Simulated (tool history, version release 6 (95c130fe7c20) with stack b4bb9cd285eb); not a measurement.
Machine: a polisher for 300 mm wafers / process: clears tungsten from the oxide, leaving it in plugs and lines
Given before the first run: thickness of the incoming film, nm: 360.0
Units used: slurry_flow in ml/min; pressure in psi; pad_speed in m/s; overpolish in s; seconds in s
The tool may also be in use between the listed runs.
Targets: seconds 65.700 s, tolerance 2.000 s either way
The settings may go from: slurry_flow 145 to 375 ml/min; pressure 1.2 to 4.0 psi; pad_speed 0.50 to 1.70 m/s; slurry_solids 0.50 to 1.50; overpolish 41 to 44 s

run 1 hour=0.0 | slurry_flow=240 pressure=2.6 pad_speed=1.10 slurry_solids=1.00 overpolish=41 | seconds=89.662
run 2 hour=1.3 | slurry_flow=290 pressure=2.6 pad_speed=1.10 slurry_solids=1.00 overpolish=41 | seconds=86.453
run 3 hour=7.7 | slurry_flow=290 pressure=3.0 pad_speed=1.10 slurry_solids=1.00 overpolish=41 | seconds=75.592
run 4 hour=12.4 | slurry_flow=290 pressure=3.0 pad_speed=0.94 slurry_solids=1.00 overpolish=41 | seconds=85.765
run 5 hour=19.5 | slurry_flow=290 pressure=3.0 pad_speed=0.94 slurry_solids=1.00 overpolish=44 | seconds=86.736
run 6 hour=25.6 | slurry_flow=290 pressure=3.0 pad_speed=0.94 slurry_solids=0.90 overpolish=44 | seconds=88.863
run 7 hour=26.7 | slurry_flow=290 pressure=3.1 pad_speed=0.94 slurry_solids=0.90 overpolish=44 | seconds=84.907
-- hour=29.4 slurry nozzle cleaned
run 8 hour=29.4 | slurry_flow=290 pressure=3.2 pad_speed=0.94 slurry_solids=0.90 overpolish=44 | seconds=79.259
run 9 hour=33.1 | slurry_flow=290 pressure=3.3 pad_speed=0.94 slurry_solids=0.90 overpolish=44 | seconds=77.110
run 10 hour=40.4 | slurry_flow=290 pressure=3.4 pad_speed=0.94 slurry_solids=0.90 overpolish=44 | seconds=75.901

Below are 5 possible settings for the next run. Only one of them brings all results inside the allowed miss of their targets. Which is it?
run A hour=47.7 | slurry_flow=240 pressure=3.5 pad_speed=0.84 slurry_solids=0.85 overpolish=44 | seconds=?
run B hour=47.7 | slurry_flow=370 pressure=3.9 pad_speed=0.94 slurry_solids=1.05 overpolish=41 | seconds=?
run C hour=47.7 | slurry_flow=325 pressure=3.6 pad_speed=1.06 slurry_solids=0.75 overpolish=44 | seconds=?
run D hour=47.7 | slurry_flow=295 pressure=3.3 pad_speed=0.72 slurry_solids=0.95 overpolish=44 | seconds=?
run E hour=47.7 | slurry_flow=300 pressure=3.5 pad_speed=1.16 slurry_solids=0.95 overpolish=44 | seconds=?

move=A seconds=83.046
move=B seconds=62.898
move=C seconds=66.154
move=D seconds=95.824
move=E seconds=60.526
A: lands further from the targets than the last run did
B: takes the biggest miss from the last run beyond its target
C: every result lands within tolerance
D: lands further from the targets than the last run did
E: takes the biggest miss from the last run beyond its target
Move C is the one to make.
